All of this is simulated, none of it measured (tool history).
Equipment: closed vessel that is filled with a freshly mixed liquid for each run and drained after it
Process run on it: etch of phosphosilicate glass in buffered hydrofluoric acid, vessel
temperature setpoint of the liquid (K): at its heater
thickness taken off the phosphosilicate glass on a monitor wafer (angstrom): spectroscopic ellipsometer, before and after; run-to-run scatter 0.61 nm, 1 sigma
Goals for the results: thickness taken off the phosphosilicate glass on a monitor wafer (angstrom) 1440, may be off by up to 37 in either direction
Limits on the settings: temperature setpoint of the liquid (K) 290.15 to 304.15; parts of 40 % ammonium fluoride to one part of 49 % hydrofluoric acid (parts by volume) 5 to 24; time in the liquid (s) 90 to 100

| run | day | temperature setpoint of the liquid (K) | parts of 40 % ammonium fluoride to one part of 49 % hydrofluoric acid (parts by volume) | time in the liquid (s) | thickness taken off the phosphosilicate glass on a monitor wafer (angstrom) |
|---|---|---|---|---|---|
| 1 | 0 | 296.15 | 14.5 | 90 | 1912.7 |
| 2 | 0.258 | 295.15 | 14.5 | 90 | 1804.7 |
| 3 | 0.55 | 294.15 | 14.5 | 90 | 1718.6 |
| 4 | 0.8 | 294.15 | 12 | 90 | 2071.7 |
| 5 | 0.854 | 294.15 | 12 | 90 | 2064.5 |
| 6 | 1.067 | 293.15 | 12.5 | 90 | 1878.3 |
| 7 | 1.375 | 292.65 | 13 | 90 | 1767.9 |
| 8 | 1.679 | 290.15 | 14.5 | 90 | 1375.6 |

Below are 5 possible settings for the next run. Only one of them brings all results inside the allowed miss of their targets. Which is it?
| A | 1.983 | 292.65 | 16 | 95 | ? |
| B | 1.983 | 290.15 | 14.5 | 95 | ? |
| C | 1.983 | 291.15 | 14.5 | 95 | ? |
| D | 1.983 | 290.15 | 14 | 95 | ? |
| E | 1.983 | 290.65 | 13.5 | 90 | ? |

| move | thickness taken off the phosphosilicate glass on a monitor wafer (angstrom) |
|---|---|
| A | 1504.6 |
| B | 1438.7 |
| C | 1523.1 |
| D | 1489.2 |
| E | 1504.6 |
A: takes the biggest miss from the last run beyond its target
B: every result lands within tolerance
C: takes the biggest miss from the last run beyond its target
D: takes the biggest miss from the last run beyond its target
E: takes the biggest miss from the last run beyond its target
So the answer is move B, the one that meets all the targets.

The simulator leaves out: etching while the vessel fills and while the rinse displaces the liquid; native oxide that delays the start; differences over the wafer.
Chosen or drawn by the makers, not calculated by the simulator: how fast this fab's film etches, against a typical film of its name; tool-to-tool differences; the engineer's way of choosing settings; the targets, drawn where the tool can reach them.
